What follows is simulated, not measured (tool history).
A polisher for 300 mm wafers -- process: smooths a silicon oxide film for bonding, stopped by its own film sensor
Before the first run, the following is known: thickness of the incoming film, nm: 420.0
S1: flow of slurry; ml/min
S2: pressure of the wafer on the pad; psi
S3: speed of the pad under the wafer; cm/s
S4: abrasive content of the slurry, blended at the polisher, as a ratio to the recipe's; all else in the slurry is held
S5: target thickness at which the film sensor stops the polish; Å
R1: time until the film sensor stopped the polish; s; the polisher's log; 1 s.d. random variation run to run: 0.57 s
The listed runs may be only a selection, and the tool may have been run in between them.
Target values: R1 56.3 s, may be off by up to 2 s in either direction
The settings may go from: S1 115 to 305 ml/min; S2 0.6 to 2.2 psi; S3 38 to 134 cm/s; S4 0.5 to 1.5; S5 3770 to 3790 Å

run 1 hour=0 | S1=195 S2=1.4 S3=86 S4=1 S5=3790 | R1=94.379
run 2 hour=8.1 | S1=175 S2=1.4 S3=86 S4=1 S5=3790 | R1=96.417
run 3 hour=16.8 | S1=175 S2=1.4 S3=86 S4=1 S5=3770 | R1=103.68
run 4 hour=24.6 | S1=190 S2=1.7 S3=86 S4=1 S5=3770 | R1=83.871
run 5 hour=31.1 | S1=190 S2=1.7 S3=86 S4=1 S5=3770 | R1=81.251
-- hour=32.3 slurry nozzle cleaned
run 6 hour=32.3 | S1=190 S2=1.7 S3=72 S4=1 S5=3770 | R1=89.972
run 7 hour=40.2 | S1=200 S2=1.9 S3=76 S4=1 S5=3770 | R1=77.711
run 8 hour=48.3 | S1=200 S2=2 S3=82 S4=1 S5=3770 | R1=70.05
run 9 hour=54.4 | S1=205 S2=2.1 S3=86 S4=1 S5=3770 | R1=63.868
run 10 hour=56.5 | S1=205 S2=2.1 S3=88 S4=1 S5=3770 | R1=63.07
run 11 hour=62 | S1=205 S2=2.1 S3=90 S4=1 S5=3770 | R1=62.964
run 12 hour=66.9 | S1=205 S2=2.1 S3=92 S4=1 S5=3770 | R1=61.659
run 13 hour=67.9 | S1=205 S2=2.1 S3=94 S4=1 S5=3770 | R1=59.606

Which single option among these 4 for the next run brings every result within its allowed miss of target? Just one does.
run A hour=68.9 | S1=265 S2=2.1 S3=110 S4=1 S5=3770 | R1=?
run B hour=68.9 | S1=215 S2=1.8 S3=114 S4=1.05 S5=3790 | R1=?
run C hour=68.9 | S1=220 S2=2.1 S3=98 S4=1.15 S5=3790 | R1=?
run D hour=68.9 | S1=200 S2=2.1 S3=100 S4=1.2 S5=3770 | R1=?

move=A R1=52.657
move=B R1=56.537
move=C R1=51.304
move=D R1=52.488
A: moves the result that the last run missed by most past its target, out the other side
B: hits every target within its allowed miss
C: moves the result that the last run missed by most past its target, out the other side
D: moves the result that the last run missed by most past its target, out the other side
Go with B: it meets all targets.
